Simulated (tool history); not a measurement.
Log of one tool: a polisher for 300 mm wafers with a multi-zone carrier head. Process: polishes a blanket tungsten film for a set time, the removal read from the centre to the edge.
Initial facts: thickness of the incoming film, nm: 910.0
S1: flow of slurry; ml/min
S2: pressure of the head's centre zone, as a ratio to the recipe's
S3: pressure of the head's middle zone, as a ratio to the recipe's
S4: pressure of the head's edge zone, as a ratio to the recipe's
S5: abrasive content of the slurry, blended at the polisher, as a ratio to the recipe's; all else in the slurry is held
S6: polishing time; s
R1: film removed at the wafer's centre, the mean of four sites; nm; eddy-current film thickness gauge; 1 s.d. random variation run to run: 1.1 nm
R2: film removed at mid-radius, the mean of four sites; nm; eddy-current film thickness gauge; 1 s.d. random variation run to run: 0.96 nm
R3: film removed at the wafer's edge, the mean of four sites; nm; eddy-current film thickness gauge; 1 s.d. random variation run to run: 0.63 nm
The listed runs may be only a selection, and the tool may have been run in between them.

Run 1, day 0: S1 270 ml/min, S2 1, S3 1, S4 1, S5 1, S6 36 s. Result: R1 142.26 nm, R2 138.83 nm, R3 138.36 nm.
Run 2, day 0.346: S1 270 ml/min, S2 1, S3 1.06, S4 1, S5 1, S6 36 s. Result: R1 144.23 nm, R2 145.47 nm, R3 139.26 nm.
Run 3, day 0.388: S1 270 ml/min, S2 0.93, S3 1.06, S4 1, S5 1, S6 36 s. Result: R1 130.62 nm, R2 146.53 nm, R3 139.24 nm.
Run 4, day 0.567: S1 300 ml/min, S2 0.93, S3 1.06, S4 1, S5 1, S6 36 s. Result: R1 135.69 nm, R2 151.01 nm, R3 139.5 nm.
At day 0.633: worn pad replaced by a new one.
Run 5, day 0.633: S1 255 ml/min, S2 0.93, S3 1.06, S4 1, S5 1, S6 36 s. Result: R1 140.04 nm, R2 154.99 nm, R3 144.99 nm.
Run 6, day 0.733: S1 255 ml/min, S2 0.93, S3 1.06, S4 1, S5 1, S6 30 s. Result: R1 118.29 nm, R2 131.28 nm, R3 122.2 nm.
Run 7, day 0.8: S1 270 ml/min, S2 0.95, S3 1.04, S4 0.95, S5 0.85, S6 29 s. Result: R1 114.45 nm, R2 123.48 nm, R3 114.2 nm.
Run 8, day 1.133: S1 250 ml/min, S2 1.05, S3 1, S4 0.85, S5 0.6, S6 22 s. Result: R1 89.423 nm, R2 83.245 nm, R3 76.899 nm.

The next listed run, before its measurement:
Run 9, day 1.4: S1 270 ml/min, S2 1.06, S3 1.02, S4 0.88, S5 0.65, S6 22 s. Result: R1 ?, R2 ?, R3 ?.

{"run 9": {"R1": 93.49, "R2": 85.941, "R3": 79.312}}

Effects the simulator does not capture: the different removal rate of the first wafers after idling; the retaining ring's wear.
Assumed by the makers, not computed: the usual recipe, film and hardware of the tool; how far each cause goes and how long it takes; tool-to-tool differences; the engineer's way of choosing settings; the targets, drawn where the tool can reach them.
